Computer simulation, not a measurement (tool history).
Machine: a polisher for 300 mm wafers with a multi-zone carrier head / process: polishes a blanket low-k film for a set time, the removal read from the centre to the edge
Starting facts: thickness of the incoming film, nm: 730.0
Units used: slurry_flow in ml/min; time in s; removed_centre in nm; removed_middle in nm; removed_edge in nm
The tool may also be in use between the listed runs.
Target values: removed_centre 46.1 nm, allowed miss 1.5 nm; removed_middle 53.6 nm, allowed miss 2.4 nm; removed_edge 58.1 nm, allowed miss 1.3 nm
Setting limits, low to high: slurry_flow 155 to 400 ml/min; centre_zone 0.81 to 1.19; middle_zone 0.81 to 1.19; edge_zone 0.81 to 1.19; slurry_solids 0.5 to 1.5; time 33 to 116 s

run 1 day=0 | slurry_flow=255 centre_zone=1 middle_zone=1 edge_zone=1 slurry_solids=1 time=74 | removed_centre=37.505 removed_middle=37.587 removed_edge=38.711
run 2 day=0.025 | slurry_flow=255 centre_zone=0.96 middle_zone=1 edge_zone=1 slurry_solids=1 time=74 | removed_centre=36.589 removed_middle=38.533 removed_edge=38.736
run 3 day=0.267 | slurry_flow=255 centre_zone=0.91 middle_zone=1 edge_zone=1 slurry_solids=1 time=74 | removed_centre=35.078 removed_middle=38.364 removed_edge=38.51
run 4 day=0.417 | slurry_flow=200 centre_zone=0.91 middle_zone=1 edge_zone=1 slurry_solids=1 time=74 | removed_centre=33.765 removed_middle=37.676 removed_edge=38.13
run 5 day=0.517 | slurry_flow=200 centre_zone=0.91 middle_zone=1 edge_zone=1 slurry_solids=0.9 time=74 | removed_centre=32.36 removed_middle=35.39 removed_edge=35.687
run 6 day=0.879 | slurry_flow=200 centre_zone=0.91 middle_zone=1 edge_zone=1 slurry_solids=1.05 time=74 | removed_centre=34.858 removed_middle=38.782 removed_edge=39.402
run 7 day=1.108 | slurry_flow=200 centre_zone=0.91 middle_zone=1 edge_zone=1 slurry_solids=1.05 time=74 | removed_centre=34.492 removed_middle=39.2 removed_edge=39.531
run 8 day=1.283 | slurry_flow=200 centre_zone=0.92 middle_zone=1 edge_zone=1.02 slurry_solids=1.1 time=74 | removed_centre=35.883 removed_middle=39.297 removed_edge=40.384
run 9 day=1.633 | slurry_flow=200 centre_zone=0.91 middle_zone=1 edge_zone=1.03 slurry_solids=1.15 time=75 | removed_centre=37.165 removed_middle=41.114 removed_edge=41.827
run 10 day=2 | slurry_flow=230 centre_zone=0.81 middle_zone=0.95 edge_zone=1.13 slurry_solids=1.4 time=84 | removed_centre=39.813 removed_middle=49.193 removed_edge=54.056
run 11 day=2.158 | slurry_flow=230 centre_zone=0.81 middle_zone=0.95 edge_zone=1.13 slurry_solids=1.4 time=84 | removed_centre=40.551 removed_middle=49.254 removed_edge=53.772
run 12 day=2.192 | slurry_flow=235 centre_zone=0.82 middle_zone=0.96 edge_zone=1.14 slurry_solids=1.4 time=84 | removed_centre=41.101 removed_middle=49.019 removed_edge=54.126
run 13 day=2.354 | slurry_flow=235 centre_zone=0.82 middle_zone=0.97 edge_zone=1.14 slurry_solids=1.4 time=84 | removed_centre=41.2 removed_middle=49.884 removed_edge=53.941
run 14 day=2.567 | slurry_flow=240 centre_zone=0.84 middle_zone=0.98 edge_zone=1.16 slurry_solids=1.45 time=85 | removed_centre=43.937 removed_middle=51.53 removed_edge=56.089

Of the 5 settings listed for the next run, only one would bring every result within its allowed miss of target. Which one?
run A day=2.779 | slurry_flow=210 centre_zone=0.81 middle_zone=0.96 edge_zone=1.17 slurry_solids=1.4 time=90 | removed_centre=? removed_middle=? removed_edge=?
run B day=2.779 | slurry_flow=255 centre_zone=0.9 middle_zone=1.17 edge_zone=1.03 slurry_solids=1.5 time=81 | removed_centre=? removed_middle=? removed_edge=?
run C day=2.779 | slurry_flow=215 centre_zone=0.92 middle_zone=1.11 edge_zone=1.11 slurry_solids=1.5 time=81 | removed_centre=? removed_middle=? removed_edge=?
run D day=2.779 | slurry_flow=255 centre_zone=0.83 middle_zone=0.92 edge_zone=1.08 slurry_solids=1.5 time=89 | removed_centre=? removed_middle=? removed_edge=?
run E day=2.779 | slurry_flow=235 centre_zone=0.82 middle_zone=0.96 edge_zone=1.19 slurry_solids=1.25 time=88 | removed_centre=? removed_middle=? removed_edge=?

move=A removed_centre=43.05 removed_middle=52.421 removed_edge=58.639
move=B removed_centre=45.202 removed_middle=55.323 removed_edge=51.799
move=C removed_centre=45.416 removed_middle=52.778 removed_edge=52.956
move=D removed_centre=45.716 removed_middle=52.963 removed_edge=58.243
move=E removed_centre=41.084 removed_middle=49.349 removed_edge=55.498
A: the furthest-off result lands on target, but another misses its tolerance
B: the biggest miss grows against the last run
C: the biggest miss grows against the last run
D: each result inside its tolerance
E: the biggest miss grows against the last run
Move D is the one to make.

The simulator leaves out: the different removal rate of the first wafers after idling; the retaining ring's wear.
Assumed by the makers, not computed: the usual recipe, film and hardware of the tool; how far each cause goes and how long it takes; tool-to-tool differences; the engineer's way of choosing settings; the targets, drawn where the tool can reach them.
